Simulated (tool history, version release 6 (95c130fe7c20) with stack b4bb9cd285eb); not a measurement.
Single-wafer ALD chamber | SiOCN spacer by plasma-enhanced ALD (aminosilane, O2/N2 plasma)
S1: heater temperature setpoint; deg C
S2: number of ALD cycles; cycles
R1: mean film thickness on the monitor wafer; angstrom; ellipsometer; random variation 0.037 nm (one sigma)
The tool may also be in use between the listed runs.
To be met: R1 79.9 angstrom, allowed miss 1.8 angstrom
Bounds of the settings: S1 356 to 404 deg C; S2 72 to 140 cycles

| run | hour | S1 | S2 | R1 |
|---|---|---|---|---|
| 1 | 0 | 380 | 106 | 66.485 |
| 2 | 5.5 | 380 | 109 | 68.241 |
| 3 | 11.4 | 380 | 111 | 70.198 |
| 4 | 13 | 380 | 113 | 71.855 |
| 5 | 14.8 | 380 | 114 | 72.278 |
| 6 | 21.7 | 373 | 114 | 71.616 |
| 7 | 23.2 | 373 | 115 | 72.301 |
|  | 26.6 | thermocouple changed; heater temperature recalibrated |
| 8 | 26.6 | 373 | 116 | 73.039 |
| 9 | 33.8 | 373 | 116 | 72.911 |
| 10 | 35.3 | 373 | 117 | 73.681 |

5 next moves are on the table. One of them brings every result within its allowed miss. Which?
| A | 36.8 | 372 | 107 | ? |
| B | 36.8 | 373 | 128 | ? |
| C | 36.8 | 382 | 132 | ? |
| D | 36.8 | 369 | 114 | ? |
| E | 36.8 | 370 | 116 | ? |

| move | R1 |
|---|---|
| A | 68.147 |
| B | 81.521 |
| C | 84.069 |
| D | 72.605 |
| E | 73.879 |
A: further off than the last run
B: meets every target
C: takes the result that was furthest off past its target
D: further off than the last run
E: as far off as the last run
Answer: B
